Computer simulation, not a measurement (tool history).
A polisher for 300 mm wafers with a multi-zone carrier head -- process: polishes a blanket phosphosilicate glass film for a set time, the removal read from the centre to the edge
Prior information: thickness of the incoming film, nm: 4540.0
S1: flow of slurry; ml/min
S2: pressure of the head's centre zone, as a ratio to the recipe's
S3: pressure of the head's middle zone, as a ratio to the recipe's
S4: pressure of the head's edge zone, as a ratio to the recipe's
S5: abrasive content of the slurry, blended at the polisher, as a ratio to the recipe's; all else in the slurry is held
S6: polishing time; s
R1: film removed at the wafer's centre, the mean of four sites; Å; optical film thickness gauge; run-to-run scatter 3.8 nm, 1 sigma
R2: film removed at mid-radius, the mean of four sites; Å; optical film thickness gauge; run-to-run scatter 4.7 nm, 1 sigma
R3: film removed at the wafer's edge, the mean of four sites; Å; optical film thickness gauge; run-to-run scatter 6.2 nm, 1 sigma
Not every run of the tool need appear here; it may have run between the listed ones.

run  hour   S1    S2    S3    S4    S5  S6      R1      R2      R3
  1   0.0  270  1.00  1.00  1.00  1.00  48  5599.8  5507.4  5636.5
  2   2.5  235  1.00  1.00  1.00  1.00  48  5610.5  5414.2  5591.8
  3   8.5  235  1.00  1.00  0.92  1.00  48  5411.8  5418.1  5329.4
  4  16.3  235  0.96  1.00  0.92  1.00  48  5223.1  5502.5  5274.7
  5  18.5  205  0.96  1.00  0.92  1.00  48  5159.2  5486.3  5325.3
  6  27.0  205  0.96  1.00  0.92  1.15  48  5501.0  5698.2  5595.5
  7  29.1  205  0.94  0.99  0.91  1.05  48  5157.2  5432.4  5334.0
  8  33.8  190  0.84  1.03  0.86  0.80  47  4101.9  4916.0  4545.0

For run 9, what comes out?
  9  37.0  180  0.81  1.05  0.88  0.75  47   ?   ?   ?

{"run 9": {"R1": 3705.3, "R2": 4854.1, "R3": 4351.2}}

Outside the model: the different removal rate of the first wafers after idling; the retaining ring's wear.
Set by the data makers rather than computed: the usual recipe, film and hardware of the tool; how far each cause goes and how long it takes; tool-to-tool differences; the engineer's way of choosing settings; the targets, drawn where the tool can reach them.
